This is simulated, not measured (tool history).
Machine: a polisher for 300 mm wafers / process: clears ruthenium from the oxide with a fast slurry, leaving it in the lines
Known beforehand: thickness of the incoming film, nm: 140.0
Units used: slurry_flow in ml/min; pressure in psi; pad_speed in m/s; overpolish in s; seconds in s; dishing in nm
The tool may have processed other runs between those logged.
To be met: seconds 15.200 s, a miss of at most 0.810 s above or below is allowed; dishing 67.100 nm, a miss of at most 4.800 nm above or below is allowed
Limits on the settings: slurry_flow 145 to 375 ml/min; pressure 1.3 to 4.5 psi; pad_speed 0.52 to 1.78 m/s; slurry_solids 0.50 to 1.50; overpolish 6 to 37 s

run	hour	slurry_flow	pressure	pad_speed	slurry_solids	overpolish	seconds	dishing
1	0.0	240	2.9	1.14	1.00	19	26.598	50.971
2	3.6	240	3.2	1.16	1.00	19	23.229	57.254
3	12.6	240	2.5	1.16	1.00	19	29.147	49.795
4	15.2	240	1.9	1.16	1.00	19	38.142	42.964
5	20.8	240	1.5	1.16	1.00	19	47.156	36.512
6	27.6	240	1.5	1.16	1.15	19	44.878	37.966
7	30.1	240	2.0	1.18	1.15	18	34.050	43.921
8	33.4	240	2.4	1.20	1.15	18	28.307	49.240

Next run, 4 choices. One meets every target within its allowed miss, the rest don't. Which?
A	36.7	180	2.4	0.84	0.80	18	?	?
B	36.7	245	3.6	1.56	1.20	14	?	?
C	36.7	235	3.4	1.46	1.20	14	?	?
D	36.7	280	3.3	1.64	1.40	19	?	?

move	seconds	dishing
A	43.228	37.657
B	15.807	57.541
C	17.702	54.707
D	15.615	64.480
A: moves away from the targets compared with the last run
B: gets the furthest-off result to its target, but another result is out of tolerance
C: gains on the last run, yet a result remains outside its allowed miss
D: every result within its allowed miss
D is the move that brings every result within its allowed miss.
